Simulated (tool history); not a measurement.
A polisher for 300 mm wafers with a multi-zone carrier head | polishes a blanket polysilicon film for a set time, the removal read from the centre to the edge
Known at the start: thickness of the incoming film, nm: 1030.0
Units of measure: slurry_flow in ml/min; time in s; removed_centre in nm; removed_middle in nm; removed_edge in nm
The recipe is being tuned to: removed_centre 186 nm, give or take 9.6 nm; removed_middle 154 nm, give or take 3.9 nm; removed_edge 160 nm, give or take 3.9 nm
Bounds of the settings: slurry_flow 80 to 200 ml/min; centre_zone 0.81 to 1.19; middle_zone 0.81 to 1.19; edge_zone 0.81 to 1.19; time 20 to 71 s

run,hour,slurry_flow,centre_zone,middle_zone,edge_zone,time,removed_centre,removed_middle,removed_edge
1,0,130,1,1,1,45,236.36,225.86,237.01
2,7.6,130,1,1,1,55,289.03,280.61,293.88
3,10.1,130,1,1,1.04,55,290.66,279.26,293.72
4,11.6,105,1,1,1.04,55,265.49,260.67,284.11
5,14.9,120,1,1,1.04,55,285.9,274.59,292.18
6,21,120,1.02,1,1.02,51,261.16,249.87,268.37
7,27.7,130,1.02,0.99,1,47,252.73,235.59,247.72
8,34.3,100,1.04,0.89,0.9,34,172.43,146.18,162.79
9,40,100,1.04,0.89,0.9,34,167.14,145.97,163.91
10,46.1,100,1.05,0.89,0.89,34,171.59,145.87,165.61
11,50.3,105,1.06,0.9,0.88,33,169.48,145.67,158.07
12,53.6,110,1.07,0.9,0.88,33,176.7,147.84,160.51

Consider the 4 candidate settings below. Which is the only one whose results all fall within their allowed miss of target?
A,56.9,135,1.17,1,0.81,30,?,?,?
B,56.9,160,1.1,0.92,0.87,31,?,?,?
C,56.9,140,0.97,0.9,0.81,32,?,?,?
D,56.9,140,1.08,0.98,0.82,32,?,?,?

move,removed_centre,removed_middle,removed_edge
A,185.13,152.98,147.08
B,187.05,153.75,160.1
C,164.97,152.02,157.99
D,183.88,162.06,158.52
A: brings the last run's worst result on target, with another outside its allowed miss
B: all results land within tolerance of their targets
C: brings the last run's worst result on target, with another outside its allowed miss
D: moves the result that the last run missed by most past its target, out the other side
Answer: B
